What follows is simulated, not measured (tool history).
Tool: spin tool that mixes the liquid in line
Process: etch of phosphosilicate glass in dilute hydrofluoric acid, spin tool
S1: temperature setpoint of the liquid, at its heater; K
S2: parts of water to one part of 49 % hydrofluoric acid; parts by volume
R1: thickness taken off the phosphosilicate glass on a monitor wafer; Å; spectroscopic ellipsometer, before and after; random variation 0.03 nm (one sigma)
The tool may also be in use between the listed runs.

{"run": 1, "hour": 0.0, "S1": 294.15, "S2": 255, "time under the liquid (s)": 20, "R1": 90.707}
{"run": 2, "hour": 2.7, "S1": 293.65, "S2": 275, "time under the liquid (s)": 20, "R1": 79.523}
{"run": 3, "hour": 6.9, "S1": 293.65, "S2": 325, "time under the liquid (s)": 20, "R1": 64.746}
{"run": 4, "hour": 11.1, "S1": 293.65, "S2": 235, "time under the liquid (s)": 20, "R1": 98.04}
{"run": 5, "hour": 16.6, "S1": 293.65, "S2": 165, "time under the liquid (s)": 20, "R1": 147.99}
{"hour": 24.2, "done": "thermometer replaced"}
{"run": 6, "hour": 24.2, "S1": 291.15, "S2": 165, "time under the liquid (s)": 20, "R1": 128.17}
{"run": 7, "hour": 26.7, "S1": 291.15, "S2": 200, "time under the liquid (s)": 20, "R1": 100.87}

The next listed run, before its measurement:
{"run": 8, "hour": 33.8, "S1": 291.15, "S2": 225, "time under the liquid (s)": 20, "R1": "?"}

R1: 88.763 Å
